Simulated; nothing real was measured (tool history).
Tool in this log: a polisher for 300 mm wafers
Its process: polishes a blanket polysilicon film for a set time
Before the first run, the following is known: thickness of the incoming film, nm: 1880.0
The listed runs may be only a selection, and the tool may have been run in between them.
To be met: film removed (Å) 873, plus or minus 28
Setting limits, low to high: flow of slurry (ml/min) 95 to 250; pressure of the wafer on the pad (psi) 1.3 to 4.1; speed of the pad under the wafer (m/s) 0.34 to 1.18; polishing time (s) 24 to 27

run	hour	flow of slurry (ml/min)	pressure of the wafer on the pad (psi)	speed of the pad under the wafer (m/s)	polishing time (s)	film removed (Å)
1	0	160	2.7	0.76	27	1290.1
2	6.4	160	2.7	0.76	24	1140.7
3	15.4	160	2.1	0.76	24	951.22
4	16.7	155	2.1	0.76	24	944.71
5	25.6	195	2.1	0.76	24	967.45
6	32.6	195	2.1	0.88	24	1124
7	39.7	195	2	0.88	24	1055.9
# hour 48.4: worn pad replaced by a new one
8	48.4	195	1.9	0.88	24	1089.8
9	55.1	195	1.8	0.88	24	1067.5
10	58	195	1.7	0.86	24	1015
11	65.1	165	1.3	0.86	24	820.84
12	67.8	170	1.3	0.86	24	828.42
13	68.4	175	1.3	0.86	24	815.13
14	71.3	180	1.3	0.86	24	827.99

Exercise: of the 4 proposed moves below, exactly one satisfies all targets within the stated allowed misses. Which move is it?
A	74.2	185	1.3	0.9	24	?
B	74.2	180	1.8	0.58	25	?
C	74.2	155	1.3	0.88	24	?
D	74.2	220	1.6	0.82	25	?

move	film removed (Å)
A	871.9
B	771.04
C	832.52
D	982.59
A: all results land within tolerance of their targets
B: moves away from the targets compared with the last run
C: gains on the last run, yet a result remains outside its allowed miss
D: pushes the last run's worst result past its target
Go with A: it meets all targets.

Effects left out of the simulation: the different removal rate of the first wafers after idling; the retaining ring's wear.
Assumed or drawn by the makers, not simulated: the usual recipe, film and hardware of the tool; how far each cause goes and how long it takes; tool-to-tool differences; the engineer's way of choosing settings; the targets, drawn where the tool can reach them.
